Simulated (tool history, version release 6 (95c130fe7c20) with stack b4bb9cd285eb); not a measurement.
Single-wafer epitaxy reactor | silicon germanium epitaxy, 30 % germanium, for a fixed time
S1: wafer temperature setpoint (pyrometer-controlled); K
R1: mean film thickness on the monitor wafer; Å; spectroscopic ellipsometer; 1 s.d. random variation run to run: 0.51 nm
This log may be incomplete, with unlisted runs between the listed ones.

run 1 day=0 | S1=883.15 chamber_pressure_(Torr)=26.2 | R1=765.63
run 2 day=0.338 | S1=885.15 chamber_pressure_(Torr)=26.3 | R1=800.92
run 3 day=0.558 | S1=885.15 chamber_pressure_(Torr)=24.2 | R1=773.74
run 4 day=0.812 | S1=887.15 chamber_pressure_(Torr)=24.3 | R1=811.29
run 5 day=1.058 | S1=887.15 chamber_pressure_(Torr)=21.3 | R1=757.42
run 6 day=1.333 | S1=877.15 chamber_pressure_(Torr)=21.3 | R1=609.8

The next listed run, before its measurement:
run 7 day=1.504 | S1=882.15 chamber_pressure_(Torr)=21.4 | R1=?

{"run 7": {"R1": 681.14}}
